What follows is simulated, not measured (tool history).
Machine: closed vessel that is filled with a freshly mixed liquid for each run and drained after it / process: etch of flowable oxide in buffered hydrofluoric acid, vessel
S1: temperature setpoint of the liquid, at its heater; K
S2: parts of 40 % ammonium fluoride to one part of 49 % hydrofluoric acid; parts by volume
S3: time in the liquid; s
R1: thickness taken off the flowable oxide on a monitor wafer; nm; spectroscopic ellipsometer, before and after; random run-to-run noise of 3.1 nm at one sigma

run,hour,S1,S2,S3,R1
1,0.0,296.15,9.5,95,344.85
2,2.2,298.65,9.5,95,392.32
3,9.9,295.15,9.5,95,326.07
4,17.6,295.15,9.5,100,339.09
5,19.0,294.15,9.5,100,324.23
6,22.0,296.65,9.5,100,367.69

What does the tool deliver on the next run?
7,23.9,300.65,9.5,100,?

{"run 7": {"R1": 457.89}}

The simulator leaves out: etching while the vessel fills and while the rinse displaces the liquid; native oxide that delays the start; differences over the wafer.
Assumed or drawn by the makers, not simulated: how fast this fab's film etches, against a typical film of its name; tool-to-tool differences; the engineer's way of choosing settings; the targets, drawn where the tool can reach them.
